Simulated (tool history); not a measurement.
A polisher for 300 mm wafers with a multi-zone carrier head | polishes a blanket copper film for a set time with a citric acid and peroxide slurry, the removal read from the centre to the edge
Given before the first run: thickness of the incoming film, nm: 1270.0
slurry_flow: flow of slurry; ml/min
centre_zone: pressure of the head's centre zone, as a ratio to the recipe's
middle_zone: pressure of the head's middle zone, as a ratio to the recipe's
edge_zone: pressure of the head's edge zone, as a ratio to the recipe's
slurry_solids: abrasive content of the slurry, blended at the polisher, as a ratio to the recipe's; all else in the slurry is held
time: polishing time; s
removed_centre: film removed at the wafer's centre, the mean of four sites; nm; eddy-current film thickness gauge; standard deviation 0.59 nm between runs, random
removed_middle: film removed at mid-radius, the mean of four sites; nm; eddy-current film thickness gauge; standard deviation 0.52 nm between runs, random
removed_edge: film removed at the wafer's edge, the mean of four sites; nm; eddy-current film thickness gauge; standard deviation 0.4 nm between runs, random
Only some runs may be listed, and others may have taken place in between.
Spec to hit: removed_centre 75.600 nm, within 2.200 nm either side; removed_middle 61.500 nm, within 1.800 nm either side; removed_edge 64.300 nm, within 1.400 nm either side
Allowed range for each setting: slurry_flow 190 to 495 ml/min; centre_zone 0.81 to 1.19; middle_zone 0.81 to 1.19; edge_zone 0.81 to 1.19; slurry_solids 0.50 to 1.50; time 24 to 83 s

run,hour,slurry_flow,centre_zone,middle_zone,edge_zone,slurry_solids,time,removed_centre,removed_middle,removed_edge
1,0.0,320,1.00,1.00,1.00,1.00,53,73.783,74.146,75.134
2,8.1,320,1.06,1.00,1.00,1.00,53,77.165,75.396,76.064
3,10.6,320,1.10,1.00,1.00,1.00,53,80.485,75.805,76.500
4,18.8,270,1.10,1.00,1.00,1.00,53,77.822,73.258,74.208
5,23.4,250,1.11,0.96,0.94,0.95,53,76.985,69.698,71.861
6,26.8,245,1.14,0.94,0.90,0.85,53,76.863,65.307,68.565
7,27.4,240,1.15,0.93,0.87,0.85,53,77.261,65.438,67.919
8,36.1,235,1.16,0.92,0.85,0.80,53,77.211,64.392,66.059

Of the 5 settings listed for the next run, only one would bring every result within its allowed miss of target. Which one?
A,44.8,200,1.19,0.93,0.87,0.80,52,?,?,?
B,44.8,245,1.14,0.90,0.85,0.90,54,?,?,?
C,44.8,220,1.15,0.93,0.91,0.85,54,?,?,?
D,44.8,195,1.11,1.00,0.83,0.65,56,?,?,?
E,44.8,220,1.07,0.94,0.85,0.85,56,?,?,?

move,removed_centre,removed_middle,removed_edge
A,75.092,61.305,64.571
B,79.447,65.419,69.562
C,77.836,65.443,69.956
D,72.720,67.266,65.361
E,75.602,68.507,70.476
A: meets every target
B: further off than the last run
C: further off than the last run
D: further off than the last run
E: further off than the last run
Go with A: it meets all targets.
